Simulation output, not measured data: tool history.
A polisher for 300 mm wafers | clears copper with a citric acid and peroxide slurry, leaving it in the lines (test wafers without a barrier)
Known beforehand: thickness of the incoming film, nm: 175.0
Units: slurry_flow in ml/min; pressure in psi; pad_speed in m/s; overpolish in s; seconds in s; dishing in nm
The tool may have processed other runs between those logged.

run,hour,slurry_flow,pressure,pad_speed,slurry_solids,overpolish,seconds,dishing
1,0,300,3.2,0.9,1,27,93.875,40.895
2,2.8,300,3.1,0.9,1,26,95.235,38.632
3,4,335,3.1,0.9,1,26,96.753,38.04
4,6.8,335,3,0.9,1,25,95.114,34.375
5,8.9,335,2.9,0.9,1,25,103.09,35.349
6,17.1,335,2.9,0.9,1,31,101.07,41.84
7,24.9,335,2.9,0.9,1,29,100.11,39.723
8,31,340,2.9,0.9,1,28,102.35,37.981
9,39.4,340,2.9,0.9,1,27,101.47,37.117
10,45.1,340,2.9,0.9,1,27,101.88,36.978
11,46.5,340,2.9,0.9,1,26,102.81,36.318
12,54.5,340,2.9,0.9,1,25,102.02,34.789

What does the tool deliver on the next run?
13,57.1,340,2.9,0.9,1,24,?,?

Run 13 yielded seconds 103.04 s, dishing 33.797 nm.
